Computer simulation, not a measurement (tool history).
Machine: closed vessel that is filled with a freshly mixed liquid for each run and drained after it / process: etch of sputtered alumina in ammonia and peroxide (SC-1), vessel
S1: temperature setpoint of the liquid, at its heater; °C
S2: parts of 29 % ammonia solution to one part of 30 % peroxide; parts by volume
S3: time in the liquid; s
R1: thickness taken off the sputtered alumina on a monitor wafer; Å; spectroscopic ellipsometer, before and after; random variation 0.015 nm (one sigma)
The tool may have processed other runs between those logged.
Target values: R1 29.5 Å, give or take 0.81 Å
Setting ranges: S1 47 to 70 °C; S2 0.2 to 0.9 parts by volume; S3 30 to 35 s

run,hour,S1,S2,S3,R1
1,0,63,0.5,35,19.856
2,1.7,64,0.55,35,20.988
3,9.1,65,0.6,35,22.083
4,10.5,66,0.65,35,23.371
5,16.7,66,0.55,35,23.288
6,18.4,66.5,0.6,35,23.93
7,23.7,67,0.65,35,24.768
8,26.3,67.5,0.7,35,25.489
# hour 31: thermometer replaced
9,31,68,0.75,35,27.707
10,37.3,68.5,0.75,35,28.137

Which of these 4 next moves meets every target?
A,43.6,70,0.6,30,?
B,43.6,69,0.8,35,?
C,43.6,68.5,0.5,35,?
D,43.6,68,0.7,35,?

move,R1
A,25.521
B,29.153
C,27.226
D,27.428
A: misses by more than the last run did
B: each result inside its tolerance
C: misses by more than the last run did
D: misses by more than the last run did
The right move is B.
